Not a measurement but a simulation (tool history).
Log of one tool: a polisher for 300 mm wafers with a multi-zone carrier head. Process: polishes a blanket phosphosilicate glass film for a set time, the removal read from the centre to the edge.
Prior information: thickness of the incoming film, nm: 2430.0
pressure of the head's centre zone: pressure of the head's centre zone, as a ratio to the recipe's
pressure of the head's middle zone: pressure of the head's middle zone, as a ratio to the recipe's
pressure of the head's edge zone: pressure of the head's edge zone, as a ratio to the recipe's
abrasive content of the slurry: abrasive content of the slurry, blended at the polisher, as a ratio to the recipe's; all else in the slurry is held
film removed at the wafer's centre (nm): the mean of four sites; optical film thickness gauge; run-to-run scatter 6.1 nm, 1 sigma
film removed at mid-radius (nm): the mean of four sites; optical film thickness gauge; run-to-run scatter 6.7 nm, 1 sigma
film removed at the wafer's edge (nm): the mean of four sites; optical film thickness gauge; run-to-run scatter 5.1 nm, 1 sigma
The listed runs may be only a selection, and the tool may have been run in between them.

run,hour,flow of slurry (ml/min),pressure of the head's centre zone,pressure of the head's middle zone,pressure of the head's edge zone,abrasive content of the slurry,polishing time (s),film removed at the wafer's centre (nm),film removed at mid-radius (nm),film removed at the wafer's edge (nm)
1,0,200,1,1,1,1,70,597.19,611.56,615.95
2,6.3,200,1,1,1,1,81,726.22,695.83,712.99
3,8.2,200,1,1,1,1,92,799.99,784.68,814.79
4,11.6,200,1,1,1,1,105,919.1,923.47,921.47
5,17,195,0.98,1.01,0.98,0.9,99,807.2,809.63,816.58
6,25.1,195,0.96,1.03,0.96,0.85,95,749.53,785.61,740.97
7,31.8,190,0.94,1.03,0.95,0.8,91,657.24,726.41,694.51
8,39.9,190,0.94,1.03,0.95,0.8,91,671.62,701.78,693

Forecast run 9:
9,45.6,190,0.93,1.04,0.94,0.75,88,?,?,?

{"run 9": {"film removed at the wafer's centre (nm)": 627.32, "film removed at mid-radius (nm)": 667.96, "film removed at the wafer's edge (nm)": 656.26}}
